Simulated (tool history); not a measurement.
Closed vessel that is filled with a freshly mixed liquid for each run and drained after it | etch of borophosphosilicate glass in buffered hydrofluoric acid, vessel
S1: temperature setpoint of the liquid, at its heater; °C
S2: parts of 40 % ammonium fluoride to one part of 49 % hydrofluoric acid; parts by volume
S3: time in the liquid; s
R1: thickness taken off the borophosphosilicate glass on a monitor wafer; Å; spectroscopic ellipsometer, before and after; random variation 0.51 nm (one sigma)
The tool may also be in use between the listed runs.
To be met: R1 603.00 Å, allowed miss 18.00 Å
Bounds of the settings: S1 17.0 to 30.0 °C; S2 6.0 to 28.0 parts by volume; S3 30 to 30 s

Run 1, hour 0.0: S1 22.0 °C, S2 17.0 parts by volume, S3 30 s. Result: R1 344.98 Å.
Run 2, hour 6.1: S1 23.5 °C, S2 17.0 parts by volume, S3 30 s. Result: R1 372.29 Å.
Run 3, hour 14.9: S1 25.0 °C, S2 16.5 parts by volume, S3 30 s. Result: R1 414.06 Å.
Run 4, hour 23.8: S1 26.0 °C, S2 16.0 parts by volume, S3 30 s. Result: R1 444.23 Å.
Run 5, hour 32.7: S1 26.0 °C, S2 16.0 parts by volume, S3 30 s. Result: R1 443.90 Å.
Run 6, hour 36.4: S1 27.0 °C, S2 15.5 parts by volume, S3 30 s. Result: R1 479.99 Å.
Run 7, hour 45.0: S1 27.5 °C, S2 15.0 parts by volume, S3 30 s. Result: R1 514.72 Å.
Run 8, hour 46.7: S1 28.0 °C, S2 15.0 parts by volume, S3 30 s. Result: R1 527.99 Å.

Which of these 4 next moves meets every target?
Run A, hour 48.4: S1 28.0 °C, S2 16.0 parts by volume, S3 30 s. Result: R1 ?.
Run B, hour 48.4: S1 26.0 °C, S2 11.0 parts by volume, S3 30 s. Result: R1 ?.
Run C, hour 48.4: S1 29.0 °C, S2 15.0 parts by volume, S3 30 s. Result: R1 ?.
Run D, hour 48.4: S1 30.0 °C, S2 14.5 parts by volume, S3 30 s. Result: R1 ?.

move      R1
   A  496.44
   B  645.45
   C  557.61
   D  607.48
A: further off than the last run
B: takes the result that was furthest off past its target
C: nearer than the last run, and not there yet
D: meets every target
Answer: D
